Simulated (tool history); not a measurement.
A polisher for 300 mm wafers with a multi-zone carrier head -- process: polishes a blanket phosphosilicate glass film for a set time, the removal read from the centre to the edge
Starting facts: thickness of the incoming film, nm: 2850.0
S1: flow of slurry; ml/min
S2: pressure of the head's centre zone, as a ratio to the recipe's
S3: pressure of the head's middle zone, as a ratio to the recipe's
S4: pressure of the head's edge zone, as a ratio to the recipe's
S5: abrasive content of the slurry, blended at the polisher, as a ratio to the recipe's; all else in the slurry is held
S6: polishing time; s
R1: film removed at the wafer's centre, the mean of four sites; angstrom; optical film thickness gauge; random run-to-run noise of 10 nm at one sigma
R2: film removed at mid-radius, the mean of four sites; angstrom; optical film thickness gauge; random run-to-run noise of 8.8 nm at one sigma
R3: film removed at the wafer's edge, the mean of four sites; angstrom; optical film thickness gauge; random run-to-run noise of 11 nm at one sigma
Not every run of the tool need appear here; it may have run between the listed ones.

Run 1, day 0: S1 220 ml/min, S2 1, S3 1, S4 1, S5 1, S6 87 s. Result: R1 11318 angstrom, R2 11044 angstrom, R3 10781 angstrom.
Run 2, day 0.112: S1 220 ml/min, S2 0.98, S3 0.98, S4 0.97, S5 0.85, S6 85 s. Result: R1 9802 angstrom, R2 9895.5 angstrom, R3 9766.6 angstrom.
Run 3, day 0.425: S1 270 ml/min, S2 0.98, S3 0.98, S4 0.97, S5 0.85, S6 85 s. Result: R1 9866.9 angstrom, R2 10154 angstrom, R3 9886 angstrom.
Run 4, day 0.608: S1 270 ml/min, S2 0.99, S3 0.97, S4 0.94, S5 0.75, S6 83 s. Result: R1 9485.8 angstrom, R2 9117.4 angstrom, R3 8905.1 angstrom.
Run 5, day 0.708: S1 270 ml/min, S2 0.97, S3 0.96, S4 0.92, S5 0.7, S6 83 s. Result: R1 8776.2 angstrom, R2 8705.5 angstrom, R3 8515.9 angstrom.
Run 6, day 1.058: S1 270 ml/min, S2 0.97, S3 0.96, S4 0.97, S5 0.7, S6 83 s. Result: R1 8773.7 angstrom, R2 8866.5 angstrom, R3 8754 angstrom.

Expected results for the next run?
Run 7, day 1.167: S1 270 ml/min, S2 0.96, S3 0.95, S4 0.94, S5 0.65, S6 83 s. Result: R1 ?, R2 ?, R3 ?.

Run 7 gave R1 8348.1 angstrom, R2 8141.4 angstrom, R3 8171.4 angstrom.
